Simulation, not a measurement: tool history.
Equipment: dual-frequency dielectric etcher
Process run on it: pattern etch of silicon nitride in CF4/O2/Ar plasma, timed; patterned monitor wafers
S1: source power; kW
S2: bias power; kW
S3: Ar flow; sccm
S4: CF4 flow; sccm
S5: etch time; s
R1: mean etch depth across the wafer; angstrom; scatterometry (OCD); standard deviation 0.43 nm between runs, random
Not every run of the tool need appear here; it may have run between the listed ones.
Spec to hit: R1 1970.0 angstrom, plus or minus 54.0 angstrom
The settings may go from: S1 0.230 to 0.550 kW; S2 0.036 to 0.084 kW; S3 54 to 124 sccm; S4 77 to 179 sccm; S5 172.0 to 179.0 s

{"run": 1, "hour": 0.0, "S1": 0.39, "S2": 0.06, "S3": 89, "S4": 128, "S5": 172.0, "R1": 3125.0}
{"run": 2, "hour": 7.8, "S1": 0.39, "S2": 0.065, "S3": 89, "S4": 128, "S5": 172.0, "R1": 3231.5}
{"run": 3, "hour": 8.9, "S1": 0.46, "S2": 0.065, "S3": 89, "S4": 128, "S5": 172.0, "R1": 3653.3}
{"run": 4, "hour": 16.5, "S1": 0.46, "S2": 0.065, "S3": 89, "S4": 128, "S5": 179.0, "R1": 3816.5}
{"run": 5, "hour": 20.9, "S1": 0.41, "S2": 0.059, "S3": 93, "S4": 123, "S5": 177.5, "R1": 3289.7}
{"run": 6, "hour": 25.7, "S1": 0.38, "S2": 0.055, "S3": 96, "S4": 119, "S5": 176.5, "R1": 2982.3}
{"run": 7, "hour": 32.3, "S1": 0.3, "S2": 0.043, "S3": 101, "S4": 111, "S5": 172.0, "R1": 2171.6}
{"run": 8, "hour": 35.0, "S1": 0.29, "S2": 0.043, "S3": 101, "S4": 111, "S5": 172.0, "R1": 2113.7}

4 candidate next runs follow, results not yet known. Just one meets every target within its allowed miss. Identify it.
{"run": "A", "hour": 37.7, "S1": 0.29, "S2": 0.044, "S3": 95, "S4": 99, "S5": 179.0, "R1": "?"}
{"run": "B", "hour": 37.7, "S1": 0.32, "S2": 0.043, "S3": 90, "S4": 119, "S5": 174.5, "R1": "?"}
{"run": "C", "hour": 37.7, "S1": 0.25, "S2": 0.044, "S3": 110, "S4": 109, "S5": 179.0, "R1": "?"}
{"run": "D", "hour": 37.7, "S1": 0.29, "S2": 0.041, "S3": 96, "S4": 102, "S5": 179.0, "R1": "?"}

move=A R1=2192.1
move=B R1=2366.8
move=C R1=1971.7
move=D R1=2139.1
A: its largest miss is bigger than the last run's
B: its largest miss is bigger than the last run's
C: in spec on every target
D: its largest miss is bigger than the last run's
Go with C: it meets all targets.
